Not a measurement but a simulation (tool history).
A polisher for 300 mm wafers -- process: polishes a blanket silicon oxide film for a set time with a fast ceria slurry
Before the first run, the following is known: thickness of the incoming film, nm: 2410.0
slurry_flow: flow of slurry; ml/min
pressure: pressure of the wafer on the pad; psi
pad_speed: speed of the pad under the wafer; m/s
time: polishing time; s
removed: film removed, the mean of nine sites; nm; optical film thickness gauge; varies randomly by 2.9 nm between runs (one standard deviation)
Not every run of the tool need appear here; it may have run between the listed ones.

run	hour	slurry_flow	pressure	pad_speed	time	removed
1	0	130	1.7	0.9	44	446.88
2	2.9	140	1.7	0.9	44	449.57
3	4.9	140	1.7	0.98	44	478.81
4	6.9	140	1.5	0.98	44	428.75
5	14.7	140	1.5	0.98	44	423.95
6	21.2	140	1.8	0.98	44	510.09
7	24.8	140	1.6	0.98	44	458.82
8	26.9	110	1.1	0.98	44	302.36
9	33.7	125	1.1	0.98	44	307.67
10	36	135	1.1	0.98	44	315.08

Run 11 comes next. What will it give?
11	43.4	145	1.1	0.98	44	?

removed: 318.11 nm
